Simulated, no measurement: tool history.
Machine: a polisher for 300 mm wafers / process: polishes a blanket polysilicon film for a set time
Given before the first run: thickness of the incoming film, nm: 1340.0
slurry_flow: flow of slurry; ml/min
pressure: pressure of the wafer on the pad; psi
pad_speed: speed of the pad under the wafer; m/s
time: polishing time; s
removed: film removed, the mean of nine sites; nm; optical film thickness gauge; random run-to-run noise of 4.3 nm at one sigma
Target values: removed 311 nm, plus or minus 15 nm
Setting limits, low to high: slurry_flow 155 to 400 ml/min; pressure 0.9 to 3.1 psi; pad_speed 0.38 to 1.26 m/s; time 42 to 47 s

run  hour  slurry_flow  pressure  pad_speed  time  removed
  1     0          255         2       0.82    47   214.43
  2   3.1          255       2.1       0.82    47    224.8
  3   7.4          255       2.2       0.82    47   236.42
  4  10.2          195       2.2       0.82    47    230.7
  5  16.8          195       2.3       0.82    47    243.2
  6  23.9          195       2.3       0.76    47    219.2
  7  27.1          195       2.4       0.76    47   232.45
  8  28.2          195       2.5       0.76    47   244.63
  9  30.7          195       2.8       0.76    47    276.5

Which single option among these 4 for the next run brings every result within its allowed miss of target? Just one does.
  A  33.2          300       2.9       0.88    47        ?
  B  33.2          240       3.1       0.86    42        ?
  C  33.2          170         3        0.9    47        ?
  D  33.2          210       2.9       0.94    47        ?

move  removed
   A   331.23
   B   304.42
   C   336.41
   D   344.71
A: takes the result that was furthest off past its target
B: every result within its allowed miss
C: takes the result that was furthest off past its target
D: takes the result that was furthest off past its target
The move that meets every target is B.

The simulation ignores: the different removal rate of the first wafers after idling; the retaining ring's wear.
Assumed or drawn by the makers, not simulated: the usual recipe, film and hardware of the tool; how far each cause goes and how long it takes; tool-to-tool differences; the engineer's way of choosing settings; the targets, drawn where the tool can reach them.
